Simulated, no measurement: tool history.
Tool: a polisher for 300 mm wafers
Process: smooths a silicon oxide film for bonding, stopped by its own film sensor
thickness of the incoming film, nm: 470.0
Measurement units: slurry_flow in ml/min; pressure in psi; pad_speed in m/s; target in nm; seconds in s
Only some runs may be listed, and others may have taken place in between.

run  hour  slurry_flow  pressure  pad_speed  slurry_solids  target  seconds
  1   0.0          205       2.6       0.70           1.00     385   138.99
  2   1.3          205       2.6       0.70           0.90     385   142.89
  3   3.5          205       2.6       0.70           0.90     385   143.73
  4   7.9          205       2.6       0.70           1.05     385   138.39
  5  11.4          205       2.6       0.70           0.95     385   141.26
  6  12.8          205       3.2       0.70           0.95     385   114.77
  7  16.8          205       3.0       0.70           0.95     385   124.03
  8  18.5          205       2.8       0.70           0.95     385   129.12

Run 9 is up next; what results do you expect?
  9  26.9          205       2.7       0.70           0.95     385        ?

{"run 9": {"seconds": 135.19}}
